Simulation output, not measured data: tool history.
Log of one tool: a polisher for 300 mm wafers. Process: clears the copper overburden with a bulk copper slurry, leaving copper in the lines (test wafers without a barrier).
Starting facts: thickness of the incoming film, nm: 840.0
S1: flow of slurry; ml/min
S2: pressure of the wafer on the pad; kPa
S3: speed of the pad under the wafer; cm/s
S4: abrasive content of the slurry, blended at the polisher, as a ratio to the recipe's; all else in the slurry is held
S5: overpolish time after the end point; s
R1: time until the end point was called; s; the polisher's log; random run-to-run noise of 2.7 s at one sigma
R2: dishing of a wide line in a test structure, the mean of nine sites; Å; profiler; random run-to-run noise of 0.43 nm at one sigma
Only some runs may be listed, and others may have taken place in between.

run	hour	S1	S2	S3	S4	S5	R1	R2
1	0	150	22.8	114	1	12	98.625	571.8
2	1.1	150	22.8	114	1.15	12	93.355	578.57
3	4	125	22.8	114	1.15	12	98.378	565.17
4	7	125	19.3	114	1.15	11	117.57	478.49
# hour 10.9: worn pad replaced by a new one
5	10.9	125	19.3	114	1.3	11	97.569	519.7
6	18.2	125	19.3	138	1.3	11	81.336	578.02
7	20.2	120	16.5	130	1.3	11	100.65	501.45

For run 8, what comes out?
8	27.6	115	14.5	126	1.3	11	?	?

{"run 8": {"R1": 117.36, "R2": 446.49}}

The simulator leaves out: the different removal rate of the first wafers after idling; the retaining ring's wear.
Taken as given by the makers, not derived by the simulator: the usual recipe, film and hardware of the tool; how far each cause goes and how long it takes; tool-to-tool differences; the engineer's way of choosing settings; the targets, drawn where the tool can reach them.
